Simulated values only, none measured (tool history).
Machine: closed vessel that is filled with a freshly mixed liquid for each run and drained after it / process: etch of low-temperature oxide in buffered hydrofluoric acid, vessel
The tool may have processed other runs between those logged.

run	hour	temperature setpoint of the liquid (°C)	parts of 40 % ammonium fluoride to one part of 49 % hydrofluoric acid (parts by volume)	time in the liquid (s)	thickness taken off the low-temperature oxide on a monitor wafer (angstrom)
1	0	21	18	95	2179.3
2	3.5	23.5	18	95	2499.7
3	12.5	25.5	18	95	2803.8
4	16.2	23.5	18	95	2498.1
5	25.1	23	18	95	2427.3
6	30.8	25	18	95	2707.1
7	38.8	24	18	95	2573.4

Predict the results of run 8:
8	45.7	23.5	18	95	?

thickness taken off the low-temperature oxide on a monitor wafer (angstrom): 2492.3
